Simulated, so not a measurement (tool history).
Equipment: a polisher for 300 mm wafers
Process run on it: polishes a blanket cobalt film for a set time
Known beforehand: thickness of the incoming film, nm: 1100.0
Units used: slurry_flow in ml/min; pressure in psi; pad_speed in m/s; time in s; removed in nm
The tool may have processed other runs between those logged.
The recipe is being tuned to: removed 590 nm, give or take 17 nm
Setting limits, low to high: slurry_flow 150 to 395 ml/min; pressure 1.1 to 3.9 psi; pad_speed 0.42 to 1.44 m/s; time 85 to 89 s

run,hour,slurry_flow,pressure,pad_speed,time,removed
1,0,250,2.5,0.92,85,452.97
2,1.9,250,2.5,0.92,89,474.11
3,9.4,250,2.5,0.76,89,395.99
4,10.7,255,2.7,0.76,89,418.56
5,18.9,255,2.7,0.76,89,416.27
6,23.6,255,3,0.76,89,445.33
7,27.9,255,3.2,0.78,89,476.64
8,33.3,270,3.9,0.78,89,557.77
9,39.4,270,3.9,0.8,89,568.79

Exactly one of the 5 candidate moves below puts every result within its allowed miss. Which one?
A,45.5,275,3.5,0.82,89,?
B,45.5,275,3.9,0.8,88,?
C,45.5,265,3.5,0.82,86,?
D,45.5,310,3.6,0.8,89,?
E,45.5,280,3.9,0.82,89,?

move,removed
A,538.06
B,562.11
C,517.84
D,542.55
E,583.32
A: its largest miss is bigger than the last run's
B: its largest miss is bigger than the last run's
C: its largest miss is bigger than the last run's
D: its largest miss is bigger than the last run's
E: hits every target within its allowed miss
Move E is the one to make.

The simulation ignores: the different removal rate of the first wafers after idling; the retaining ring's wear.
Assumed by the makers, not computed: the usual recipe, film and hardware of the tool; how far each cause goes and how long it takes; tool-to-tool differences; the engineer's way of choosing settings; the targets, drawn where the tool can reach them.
